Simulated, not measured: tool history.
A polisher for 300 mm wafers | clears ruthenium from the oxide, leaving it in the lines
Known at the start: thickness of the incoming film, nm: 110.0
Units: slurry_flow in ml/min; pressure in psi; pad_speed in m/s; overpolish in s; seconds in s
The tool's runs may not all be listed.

run 1 day=0.000 | slurry_flow=245 pressure=2.3 pad_speed=0.86 overpolish=13 | seconds=114.830
run 2 day=0.075 | slurry_flow=245 pressure=2.5 pad_speed=0.86 overpolish=13 | seconds=107.940
run 3 day=0.346 | slurry_flow=245 pressure=2.8 pad_speed=0.86 overpolish=13 | seconds=99.324
run 4 day=0.667 | slurry_flow=245 pressure=2.9 pad_speed=0.88 overpolish=13 | seconds=96.361
run 5 day=0.933 | slurry_flow=245 pressure=2.9 pad_speed=0.88 overpolish=14 | seconds=95.973
run 6 day=0.988 | slurry_flow=245 pressure=2.9 pad_speed=1.04 overpolish=14 | seconds=81.720
run 7 day=1.350 | slurry_flow=245 pressure=3.0 pad_speed=1.04 overpolish=14 | seconds=78.865

Run 8 comes next. What will it give?
run 8 day=1.379 | slurry_flow=245 pressure=3.0 pad_speed=1.04 overpolish=14 | seconds=?

{"run 8": {"seconds": 79.72}}
